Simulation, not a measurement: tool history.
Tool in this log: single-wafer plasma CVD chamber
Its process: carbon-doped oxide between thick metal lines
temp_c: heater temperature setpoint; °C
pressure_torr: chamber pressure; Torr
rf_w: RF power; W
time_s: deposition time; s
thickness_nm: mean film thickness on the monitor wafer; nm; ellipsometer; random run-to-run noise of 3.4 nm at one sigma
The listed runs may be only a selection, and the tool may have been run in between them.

run	day	temp_c	pressure_torr	rf_w	time_s	thickness_nm
1	0	350	5.73	440	209	983.07
2	0.038	359	5.73	440	209	965.73
3	0.188	360	5.63	420	209	931.61
4	0.546	360	5.02	420	209	915.43
5	0.596	361	4.92	405	209	883.85
6	0.808	361	4.92	455	209	946.82
7	1.188	362	4.71	440	209	925.67
8	1.25	363	4.57	425	209	890.54
9	1.321	364	4.41	420	209	872.08

What does the tool deliver on the next run?
10	1.346	364	4.27	415	209	?

thickness_nm: 861.93 nm
